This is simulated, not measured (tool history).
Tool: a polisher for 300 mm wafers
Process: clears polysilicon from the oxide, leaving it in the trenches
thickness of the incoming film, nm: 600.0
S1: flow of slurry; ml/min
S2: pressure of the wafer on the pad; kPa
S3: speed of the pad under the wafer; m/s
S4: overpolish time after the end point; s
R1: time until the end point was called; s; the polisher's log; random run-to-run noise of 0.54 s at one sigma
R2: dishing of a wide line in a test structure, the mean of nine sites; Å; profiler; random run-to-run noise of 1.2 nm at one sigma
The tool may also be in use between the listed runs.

{"run": 1, "day": 0.0, "S1": 260, "S2": 17.9, "S3": 1.24, "S4": 11, "R1": 47.829, "R2": 684.43}
{"run": 2, "day": 0.196, "S1": 310, "S2": 17.9, "S3": 1.24, "S4": 11, "R1": 48.09, "R2": 668.48}
{"run": 3, "day": 0.404, "S1": 310, "S2": 17.2, "S3": 1.24, "S4": 10, "R1": 48.756, "R2": 633.01}
{"run": 4, "day": 0.729, "S1": 310, "S2": 17.2, "S3": 0.96, "S4": 10, "R1": 63.516, "R2": 570.76}
{"run": 5, "day": 0.775, "S1": 310, "S2": 17.9, "S3": 0.96, "S4": 9, "R1": 60.717, "R2": 536.05}
{"run": 6, "day": 1.1, "S1": 310, "S2": 17.9, "S3": 1.22, "S4": 9, "R1": 47.457, "R2": 624.13}

Forecast run 7:
{"run": 7, "day": 1.417, "S1": 310, "S2": 17.2, "S3": 1.22, "S4": 8, "R1": "?", "R2": "?"}

Run 7 yielded R1 50.077 s, R2 603.42 Å.
